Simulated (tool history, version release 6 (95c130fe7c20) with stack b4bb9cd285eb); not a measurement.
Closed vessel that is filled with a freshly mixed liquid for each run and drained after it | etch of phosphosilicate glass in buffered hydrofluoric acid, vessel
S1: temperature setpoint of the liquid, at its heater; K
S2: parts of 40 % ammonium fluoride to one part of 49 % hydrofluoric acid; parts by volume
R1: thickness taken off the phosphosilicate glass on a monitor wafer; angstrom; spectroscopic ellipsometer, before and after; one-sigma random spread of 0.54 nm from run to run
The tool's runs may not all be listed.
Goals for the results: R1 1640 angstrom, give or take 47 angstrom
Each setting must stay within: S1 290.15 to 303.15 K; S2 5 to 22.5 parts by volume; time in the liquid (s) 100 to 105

run 1 hour=0 | S1=295.15 S2=13.5 time_in_the_liquid_(s)=100 | R1=2720.3
run 2 hour=4.1 | S1=293.65 S2=14.5 time_in_the_liquid_(s)=100 | R1=2339.2
run 3 hour=12.9 | S1=292.15 S2=14.5 time_in_the_liquid_(s)=100 | R1=2130.2
run 4 hour=16.9 | S1=292.15 S2=11.5 time_in_the_liquid_(s)=100 | R1=2673.9
run 5 hour=24.8 | S1=292.15 S2=8.5 time_in_the_liquid_(s)=100 | R1=3482.8
run 6 hour=33.2 | S1=290.15 S2=8.5 time_in_the_liquid_(s)=100 | R1=3136.8
run 7 hour=39.2 | S1=290.15 S2=10.5 time_in_the_liquid_(s)=100 | R1=2618.2
run 8 hour=41.2 | S1=290.15 S2=12 time_in_the_liquid_(s)=100 | R1=2293.7
run 9 hour=43.1 | S1=290.15 S2=13 time_in_the_liquid_(s)=100 | R1=2119.5
run 10 hour=46.3 | S1=290.15 S2=14 time_in_the_liquid_(s)=100 | R1=1983.5
run 11 hour=48.5 | S1=290.15 S2=14.5 time_in_the_liquid_(s)=100 | R1=1902.3
run 12 hour=54.6 | S1=290.15 S2=15 time_in_the_liquid_(s)=100 | R1=1836.9
run 13 hour=56.4 | S1=290.15 S2=15.5 time_in_the_liquid_(s)=100 | R1=1791.9
run 14 hour=64.5 | S1=290.15 S2=16 time_in_the_liquid_(s)=100 | R1=1728.7

Which single option among these 4 for the next run brings every result within its allowed miss of target? Just one does.
run A hour=72.6 | S1=290.65 S2=17.5 time_in_the_liquid_(s)=100 | R1=?
run B hour=72.6 | S1=290.15 S2=15.5 time_in_the_liquid_(s)=100 | R1=?
run C hour=72.6 | S1=292.15 S2=18.5 time_in_the_liquid_(s)=105 | R1=?
run D hour=72.6 | S1=290.15 S2=15.5 time_in_the_liquid_(s)=105 | R1=?

move=A R1=1630.7
move=B R1=1786.2
move=C R1=1764.8
move=D R1=1875.6
A: every result within its allowed miss
B: further off than the last run
C: further off than the last run
D: further off than the last run
So the answer is move A, the one that meets all the targets.
